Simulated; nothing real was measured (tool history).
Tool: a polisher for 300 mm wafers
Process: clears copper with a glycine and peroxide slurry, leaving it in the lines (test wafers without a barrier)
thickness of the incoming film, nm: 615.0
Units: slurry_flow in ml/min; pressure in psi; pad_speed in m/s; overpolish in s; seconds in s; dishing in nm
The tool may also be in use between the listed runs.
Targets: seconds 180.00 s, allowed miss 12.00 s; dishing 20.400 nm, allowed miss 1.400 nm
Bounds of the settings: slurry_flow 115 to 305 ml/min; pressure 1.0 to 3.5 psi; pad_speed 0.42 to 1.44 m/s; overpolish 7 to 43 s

run 1 day=0.000 | slurry_flow=195 pressure=2.2 pad_speed=0.92 overpolish=22 | seconds=182.95 dishing=48.875
run 2 day=0.329 | slurry_flow=195 pressure=1.7 pad_speed=0.92 overpolish=22 | seconds=215.28 dishing=42.983
run 3 day=0.646 | slurry_flow=195 pressure=1.7 pad_speed=0.92 overpolish=15 | seconds=222.95 dishing=29.813
run 4 day=0.879 | slurry_flow=195 pressure=1.7 pad_speed=0.92 overpolish=23 | seconds=219.09 dishing=41.732
run 5 day=1.179 | slurry_flow=195 pressure=1.7 pad_speed=0.92 overpolish=28 | seconds=215.07 dishing=50.596
run 6 day=1.242 | slurry_flow=195 pressure=1.2 pad_speed=0.92 overpolish=28 | seconds=276.63 dishing=42.665
run 7 day=1.283 | slurry_flow=185 pressure=1.2 pad_speed=1.00 overpolish=24 | seconds=262.51 dishing=38.258
run 8 day=1.567 | slurry_flow=145 pressure=1.0 pad_speed=1.26 overpolish=14 | seconds=246.06 dishing=23.205
run 9 day=1.754 | slurry_flow=140 pressure=1.1 pad_speed=1.30 overpolish=13 | seconds=244.85 dishing=23.078
run 10 day=1.879 | slurry_flow=195 pressure=1.0 pad_speed=1.44 overpolish=7 | seconds=232.15 dishing=14.091
run 11 day=2.217 | slurry_flow=190 pressure=1.1 pad_speed=1.44 overpolish=7 | seconds=203.56 dishing=15.229
run 12 day=2.342 | slurry_flow=185 pressure=1.2 pad_speed=1.42 overpolish=7 | seconds=206.48 dishing=15.184
run 13 day=2.433 | slurry_flow=180 pressure=1.3 pad_speed=1.40 overpolish=8 | seconds=193.77 dishing=19.151

5 next moves are on the table. One of them brings every result within its allowed miss. Which?
run A day=2.525 | slurry_flow=175 pressure=1.0 pad_speed=1.38 overpolish=10 | seconds=? dishing=?
run B day=2.525 | slurry_flow=180 pressure=1.3 pad_speed=1.42 overpolish=7 | seconds=? dishing=?
run C day=2.525 | slurry_flow=190 pressure=1.5 pad_speed=1.36 overpolish=8 | seconds=? dishing=?
run D day=2.525 | slurry_flow=165 pressure=1.2 pad_speed=1.34 overpolish=10 | seconds=? dishing=?
run E day=2.525 | slurry_flow=235 pressure=1.0 pad_speed=1.42 overpolish=11 | seconds=? dishing=?

move=A seconds=228.73 dishing=18.418
move=B seconds=184.49 dishing=16.244
move=C seconds=169.96 dishing=19.818
move=D seconds=206.30 dishing=20.279
move=E seconds=217.85 dishing=20.932
A: further off than the last run
B: brings the result that was furthest off to its target, and leaves another outside
C: meets every target
D: further off than the last run
E: further off than the last run
Move C is the one to make.

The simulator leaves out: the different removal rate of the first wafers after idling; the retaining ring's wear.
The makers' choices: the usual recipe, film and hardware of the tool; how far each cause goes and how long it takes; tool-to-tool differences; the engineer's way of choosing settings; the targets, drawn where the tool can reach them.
